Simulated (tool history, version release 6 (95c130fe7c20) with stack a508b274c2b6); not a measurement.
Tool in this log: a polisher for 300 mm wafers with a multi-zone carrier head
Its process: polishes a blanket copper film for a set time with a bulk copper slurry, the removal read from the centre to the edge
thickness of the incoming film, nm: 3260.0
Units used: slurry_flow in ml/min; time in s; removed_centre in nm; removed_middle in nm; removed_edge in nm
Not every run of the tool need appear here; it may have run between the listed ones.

run 1 hour=0 | slurry_flow=250 centre_zone=1 middle_zone=1 edge_zone=1 slurry_solids=1 time=64 | removed_centre=689.52 removed_middle=683.66 removed_edge=702.59
run 2 hour=2.9 | slurry_flow=255 centre_zone=1 middle_zone=1.02 edge_zone=1.01 slurry_solids=1.05 time=64 | removed_centre=705.52 removed_middle=723.62 removed_edge=696.58
run 3 hour=7.2 | slurry_flow=255 centre_zone=1 middle_zone=1.02 edge_zone=1.01 slurry_solids=1.05 time=72 | removed_centre=795 removed_middle=790.31 removed_edge=827.88
run 4 hour=9.2 | slurry_flow=255 centre_zone=0.99 middle_zone=1.03 edge_zone=1.01 slurry_solids=1.05 time=72 | removed_centre=783.3 removed_middle=794.02 removed_edge=801.22
run 5 hour=13.1 | slurry_flow=255 centre_zone=0.99 middle_zone=1.03 edge_zone=1.01 slurry_solids=1.05 time=60 | removed_centre=650.59 removed_middle=666.93 removed_edge=673.9
run 6 hour=22 | slurry_flow=255 centre_zone=0.91 middle_zone=1.03 edge_zone=1.01 slurry_solids=1.05 time=60 | removed_centre=599.85 removed_middle=668.38 removed_edge=649.7
run 7 hour=29.3 | slurry_flow=255 centre_zone=0.91 middle_zone=1.04 edge_zone=1.02 slurry_solids=1.1 time=61 | removed_centre=615.11 removed_middle=681.92 removed_edge=693.25
run 8 hour=33.8 | slurry_flow=260 centre_zone=0.91 middle_zone=1.06 edge_zone=1.01 slurry_solids=1.15 time=62 | removed_centre=627.98 removed_middle=697.71 removed_edge=699.01
run 9 hour=40.7 | slurry_flow=265 centre_zone=0.91 middle_zone=1.07 edge_zone=1.01 slurry_solids=1.15 time=64 | removed_centre=654.28 removed_middle=736.1 removed_edge=713.19
run 10 hour=46.6 | slurry_flow=270 centre_zone=0.91 middle_zone=1.08 edge_zone=1.01 slurry_solids=1.2 time=65 | removed_centre=663.15 removed_middle=766.81 removed_edge=722.16
run 11 hour=54 | slurry_flow=270 centre_zone=0.91 middle_zone=1.09 edge_zone=1.02 slurry_solids=1.25 time=65 | removed_centre=660.45 removed_middle=769.35 removed_edge=759.44

Run 12 is up next; what results do you expect?
run 12 hour=57.8 | slurry_flow=275 centre_zone=0.92 middle_zone=1.1 edge_zone=1.02 slurry_solids=1.25 time=65 | removed_centre=? removed_middle=? removed_edge=?

Logged for run 12: removed_centre 668.42 nm, removed_middle 792.68 nm, removed_edge 748.69 nm.

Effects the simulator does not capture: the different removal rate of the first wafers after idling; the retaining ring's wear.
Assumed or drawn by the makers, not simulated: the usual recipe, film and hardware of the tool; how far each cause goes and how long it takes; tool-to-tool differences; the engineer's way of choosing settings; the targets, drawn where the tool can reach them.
